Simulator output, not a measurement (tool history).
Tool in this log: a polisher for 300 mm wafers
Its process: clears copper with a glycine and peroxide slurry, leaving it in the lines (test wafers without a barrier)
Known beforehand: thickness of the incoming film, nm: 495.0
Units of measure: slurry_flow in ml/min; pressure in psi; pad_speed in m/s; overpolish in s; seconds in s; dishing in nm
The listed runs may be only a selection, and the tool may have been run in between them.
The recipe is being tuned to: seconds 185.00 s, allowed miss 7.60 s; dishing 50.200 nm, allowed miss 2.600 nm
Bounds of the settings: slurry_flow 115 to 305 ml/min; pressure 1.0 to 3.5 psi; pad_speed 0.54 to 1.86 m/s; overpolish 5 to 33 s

run	hour	slurry_flow	pressure	pad_speed	overpolish	seconds	dishing
1	0.0	195	2.2	1.18	17	119.28	45.923
2	4.1	235	2.2	1.18	17	115.42	46.658
3	10.9	225	1.9	1.16	20	128.11	49.561
4	19.9	270	1.9	1.16	20	127.55	49.464
5	26.3	295	1.9	1.16	20	122.36	50.569
6	28.9	280	1.6	1.14	22	142.04	50.645
7	31.4	275	1.4	1.12	23	152.65	47.401
8	37.0	270	1.3	1.10	25	160.62	47.006

Consider the 5 candidate settings below. Which is the only one whose results all fall within their allowed miss of target?
A	42.6	275	1.0	0.84	30	?	?
B	42.6	265	1.5	0.74	29	?	?
C	42.6	265	1.8	0.62	33	?	?
D	42.6	285	1.3	1.06	27	?	?
E	42.6	295	1.0	1.06	25	?	?

move	seconds	dishing
A	207.28	47.211
B	186.87	50.703
C	186.46	56.619
D	163.89	51.896
E	182.72	44.837
A: takes the result that was furthest off past its target
B: meets every target
C: the furthest-off result lands on target, but another misses its tolerance
D: nearer the targets than the last run, but a result is still out of spec
E: the furthest-off result lands on target, but another misses its tolerance
Move B is the one to make.
